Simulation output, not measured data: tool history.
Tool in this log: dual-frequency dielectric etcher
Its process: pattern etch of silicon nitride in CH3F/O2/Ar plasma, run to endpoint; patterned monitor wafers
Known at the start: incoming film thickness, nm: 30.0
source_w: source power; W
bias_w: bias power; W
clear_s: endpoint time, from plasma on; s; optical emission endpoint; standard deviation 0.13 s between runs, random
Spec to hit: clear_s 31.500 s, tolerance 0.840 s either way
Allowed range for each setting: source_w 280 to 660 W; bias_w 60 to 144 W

{"run": 1, "hour": 0.0, "source_w": 470, "bias_w": 102, "clear_s": 35.873}
{"run": 2, "hour": 1.5, "source_w": 410, "bias_w": 102, "clear_s": 39.155}
{"run": 3, "hour": 5.7, "source_w": 450, "bias_w": 104, "clear_s": 36.72}
{"run": 4, "hour": 6.6, "source_w": 450, "bias_w": 92, "clear_s": 38.597}
{"run": 5, "hour": 9.5, "source_w": 510, "bias_w": 92, "clear_s": 35.836}
{"hour": 14.4, "done": "source power generator calibrated"}
{"run": 6, "hour": 14.4, "source_w": 510, "bias_w": 79, "clear_s": 38.874}
{"run": 7, "hour": 22.2, "source_w": 540, "bias_w": 82, "clear_s": 36.988}
{"run": 8, "hour": 30.6, "source_w": 570, "bias_w": 84, "clear_s": 35.798}
{"run": 9, "hour": 33.6, "source_w": 590, "bias_w": 87, "clear_s": 34.47}

Which of these 4 next moves meets every target?
{"run": "A", "hour": 36.6, "source_w": 590, "bias_w": 94, "clear_s": "?"}
{"run": "B", "hour": 36.6, "source_w": 610, "bias_w": 105, "clear_s": "?"}
{"run": "C", "hour": 36.6, "source_w": 580, "bias_w": 92, "clear_s": "?"}
{"run": "D", "hour": 36.6, "source_w": 590, "bias_w": 98, "clear_s": "?"}

move=A clear_s=33.227
move=B clear_s=31.170
move=C clear_s=33.834
move=D clear_s=32.651
A: gains on the last run, yet a result remains outside its allowed miss
B: in spec on every target
C: gains on the last run, yet a result remains outside its allowed miss
D: gains on the last run, yet a result remains outside its allowed miss
B is the move that brings every result within its allowed miss.

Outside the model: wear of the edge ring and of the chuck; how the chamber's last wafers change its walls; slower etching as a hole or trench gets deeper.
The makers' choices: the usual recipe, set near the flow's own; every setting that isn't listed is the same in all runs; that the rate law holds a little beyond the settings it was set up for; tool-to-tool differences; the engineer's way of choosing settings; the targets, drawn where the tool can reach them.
